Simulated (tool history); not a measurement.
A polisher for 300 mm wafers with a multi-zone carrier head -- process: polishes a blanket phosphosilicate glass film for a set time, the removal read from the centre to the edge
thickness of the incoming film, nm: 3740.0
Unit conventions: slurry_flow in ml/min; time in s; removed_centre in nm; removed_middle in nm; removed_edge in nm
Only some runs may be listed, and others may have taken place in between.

Run 1, hour 0: slurry_flow 300 ml/min, centre_zone 1, middle_zone 1, edge_zone 1, slurry_solids 1, time 67 s. Result: removed_centre 634.94 nm, removed_middle 653.15 nm, removed_edge 659.05 nm.
Run 2, hour 2.9: slurry_flow 300 ml/min, centre_zone 1, middle_zone 1.04, edge_zone 1, slurry_solids 1, time 67 s. Result: removed_centre 644.08 nm, removed_middle 662.28 nm, removed_edge 654.24 nm.
Run 3, hour 4.2: slurry_flow 250 ml/min, centre_zone 1, middle_zone 1.04, edge_zone 1, slurry_solids 1, time 67 s. Result: removed_centre 621.03 nm, removed_middle 661.01 nm, removed_edge 647.6 nm.
Run 4, hour 6.6: slurry_flow 250 ml/min, centre_zone 1, middle_zone 1.04, edge_zone 1, slurry_solids 0.85, time 67 s. Result: removed_centre 602.61 nm, removed_middle 613.17 nm, removed_edge 601.95 nm.
Run 5, hour 12.9: slurry_flow 255 ml/min, centre_zone 1, middle_zone 1.05, edge_zone 1.02, slurry_solids 0.95, time 67 s. Result: removed_centre 628.45 nm, removed_middle 646.09 nm, removed_edge 642.32 nm.
Run 6, hour 17.2: slurry_flow 255 ml/min, centre_zone 1, middle_zone 1.09, edge_zone 1.02, slurry_solids 0.95, time 67 s. Result: removed_centre 606.39 nm, removed_middle 675.27 nm, removed_edge 642.27 nm.
Run 7, hour 19.4: slurry_flow 260 ml/min, centre_zone 1.01, middle_zone 1.1, edge_zone 1.05, slurry_solids 1, time 67 s. Result: removed_centre 646.94 nm, removed_middle 692 nm, removed_edge 654.3 nm.

The next listed run, before its measurement:
Run 8, hour 21.1: slurry_flow 260 ml/min, centre_zone 1, middle_zone 1.09, edge_zone 1.06, slurry_solids 1.05, time 67 s. Result: removed_centre ?, removed_middle ?, removed_edge ?.

Run 8 came out at removed_centre 633.29 nm, removed_middle 703.54 nm, removed_edge 676.4 nm.
